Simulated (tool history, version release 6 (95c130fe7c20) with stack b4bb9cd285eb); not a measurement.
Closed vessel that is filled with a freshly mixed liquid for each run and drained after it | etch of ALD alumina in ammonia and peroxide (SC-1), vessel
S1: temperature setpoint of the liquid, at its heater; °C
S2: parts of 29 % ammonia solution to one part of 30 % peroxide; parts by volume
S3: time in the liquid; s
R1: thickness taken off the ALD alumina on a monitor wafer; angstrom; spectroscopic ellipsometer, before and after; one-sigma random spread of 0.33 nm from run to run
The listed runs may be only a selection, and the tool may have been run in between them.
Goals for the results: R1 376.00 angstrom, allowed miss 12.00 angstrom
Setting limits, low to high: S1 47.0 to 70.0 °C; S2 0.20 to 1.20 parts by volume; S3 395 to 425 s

{"run": 1, "hour": 0.0, "S1": 63.0, "S2": 0.9, "S3": 395, "R1": 270.87}
{"run": 2, "hour": 4.1, "S1": 57.5, "S2": 0.9, "S3": 395, "R1": 204.09}
{"run": 3, "hour": 9.4, "S1": 57.5, "S2": 0.9, "S3": 425, "R1": 221.66}
{"run": 4, "hour": 16.0, "S1": 50.5, "S2": 0.9, "S3": 425, "R1": 150.83}
{"run": 5, "hour": 20.9, "S1": 50.5, "S2": 0.9, "S3": 395, "R1": 138.63}
{"run": 6, "hour": 28.3, "S1": 56.5, "S2": 0.9, "S3": 395, "R1": 194.63}
{"run": 7, "hour": 32.8, "S1": 60.5, "S2": 0.9, "S3": 395, "R1": 240.22}
{"run": 8, "hour": 39.1, "S1": 63.0, "S2": 0.9, "S3": 395, "R1": 269.47}
{"run": 9, "hour": 40.2, "S1": 65.0, "S2": 0.9, "S3": 395, "R1": 295.1}
{"run": 10, "hour": 49.2, "S1": 66.5, "S2": 0.9, "S3": 395, "R1": 321.66}
{"run": 11, "hour": 55.0, "S1": 67.5, "S2": 0.9, "S3": 395, "R1": 343.26}
{"run": 12, "hour": 60.3, "S1": 68.0, "S2": 0.9, "S3": 395, "R1": 348.19}
{"run": 13, "hour": 66.1, "S1": 68.5, "S2": 0.9, "S3": 395, "R1": 354.8}

Which one of the following 4 next-run settings gets every result inside its allowed miss? There is exactly one.
{"run": "A", "hour": 71.9, "S1": 68.5, "S2": 0.9, "S3": 415, "R1": "?"}
{"run": "B", "hour": 71.9, "S1": 66.0, "S2": 0.9, "S3": 405, "R1": "?"}
{"run": "C", "hour": 71.9, "S1": 66.0, "S2": 1.0, "S3": 395, "R1": "?"}
{"run": "D", "hour": 71.9, "S1": 69.0, "S2": 0.55, "S3": 395, "R1": "?"}

move=A R1=375.49
move=B R1=324.32
move=C R1=319.47
move=D R1=349.58
A: all results in spec
B: the biggest miss grows against the last run
C: the biggest miss grows against the last run
D: the biggest miss grows against the last run
A meets every target.
